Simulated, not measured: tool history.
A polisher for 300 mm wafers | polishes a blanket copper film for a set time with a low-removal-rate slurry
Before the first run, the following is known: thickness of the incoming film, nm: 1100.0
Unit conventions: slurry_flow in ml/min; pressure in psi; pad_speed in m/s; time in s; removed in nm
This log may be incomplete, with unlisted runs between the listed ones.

run	hour	slurry_flow	pressure	pad_speed	slurry_solids	time	removed
1	0	280	2.4	1.04	1	49	138.3
2	3.5	280	2.4	1.04	1	49	139.68
3	4.5	280	2.4	0.94	1	49	124.69
4	8.5	280	2.5	0.94	1	49	129.33
5	15.4	280	2.6	0.94	1	49	137.13
6	20.3	280	2.7	0.94	1	49	139.49
7	24.9	280	2.8	0.94	1	49	145.74
8	29.2	280	3.4	0.96	1	49	175.95

Estimate the outcome of run 9 from the log above:
9	36.8	280	3.6	1	1	49	?

{"run 9": {"removed": 192.65}}

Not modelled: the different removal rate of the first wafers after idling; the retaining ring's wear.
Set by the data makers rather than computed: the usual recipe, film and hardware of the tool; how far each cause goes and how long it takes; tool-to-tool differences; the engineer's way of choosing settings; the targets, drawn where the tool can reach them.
